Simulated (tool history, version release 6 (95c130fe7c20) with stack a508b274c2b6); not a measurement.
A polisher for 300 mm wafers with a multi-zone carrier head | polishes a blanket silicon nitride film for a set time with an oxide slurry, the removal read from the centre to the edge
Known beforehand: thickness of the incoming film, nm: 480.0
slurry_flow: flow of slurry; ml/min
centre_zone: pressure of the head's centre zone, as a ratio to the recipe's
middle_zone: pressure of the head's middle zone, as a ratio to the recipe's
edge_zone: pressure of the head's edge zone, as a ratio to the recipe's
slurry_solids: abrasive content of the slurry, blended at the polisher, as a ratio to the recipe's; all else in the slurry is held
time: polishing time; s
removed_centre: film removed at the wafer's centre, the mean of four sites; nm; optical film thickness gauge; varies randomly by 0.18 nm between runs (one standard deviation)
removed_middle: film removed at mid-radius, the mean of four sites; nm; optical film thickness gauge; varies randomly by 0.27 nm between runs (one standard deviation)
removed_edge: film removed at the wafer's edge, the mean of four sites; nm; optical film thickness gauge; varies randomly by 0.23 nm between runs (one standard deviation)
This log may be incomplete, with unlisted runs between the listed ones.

{"run": 1, "hour": 0.0, "slurry_flow": 145, "centre_zone": 1.0, "middle_zone": 1.0, "edge_zone": 1.0, "slurry_solids": 1.0, "time": 44, "removed_centre": 34.646, "removed_middle": 33.688, "removed_edge": 32.746}
{"run": 2, "hour": 3.3, "slurry_flow": 145, "centre_zone": 1.0, "middle_zone": 1.0, "edge_zone": 0.92, "slurry_solids": 1.0, "time": 44, "removed_centre": 34.467, "removed_middle": 33.397, "removed_edge": 31.014}
{"run": 3, "hour": 6.8, "slurry_flow": 115, "centre_zone": 1.0, "middle_zone": 1.0, "edge_zone": 0.92, "slurry_solids": 1.0, "time": 44, "removed_centre": 33.186, "removed_middle": 32.991, "removed_edge": 30.882}
{"run": 4, "hour": 8.8, "slurry_flow": 115, "centre_zone": 1.04, "middle_zone": 1.0, "edge_zone": 0.92, "slurry_solids": 1.0, "time": 44, "removed_centre": 34.369, "removed_middle": 32.351, "removed_edge": 30.468}
{"run": 5, "hour": 11.5, "slurry_flow": 115, "centre_zone": 1.04, "middle_zone": 1.0, "edge_zone": 0.88, "slurry_solids": 1.0, "time": 44, "removed_centre": 35.083, "removed_middle": 31.643, "removed_edge": 30.628}
{"run": 6, "hour": 16.0, "slurry_flow": 115, "centre_zone": 1.0, "middle_zone": 0.96, "edge_zone": 0.89, "slurry_solids": 0.85, "time": 41, "removed_centre": 28.425, "removed_middle": 27.078, "removed_edge": 25.791}
{"run": 7, "hour": 24.4, "slurry_flow": 110, "centre_zone": 0.97, "middle_zone": 0.92, "edge_zone": 0.91, "slurry_solids": 0.75, "time": 40, "removed_centre": 25.378, "removed_middle": 24.045, "removed_edge": 24.38}

For run 8, what comes out?
{"run": 8, "hour": 30.5, "slurry_flow": 105, "centre_zone": 0.87, "middle_zone": 0.89, "edge_zone": 0.86, "slurry_solids": 0.5, "time": 36, "removed_centre": "?", "removed_middle": "?", "removed_edge": "?"}

Run 8 measured removed_centre 15.781 nm, removed_middle 16.212 nm, removed_edge 16.513 nm.

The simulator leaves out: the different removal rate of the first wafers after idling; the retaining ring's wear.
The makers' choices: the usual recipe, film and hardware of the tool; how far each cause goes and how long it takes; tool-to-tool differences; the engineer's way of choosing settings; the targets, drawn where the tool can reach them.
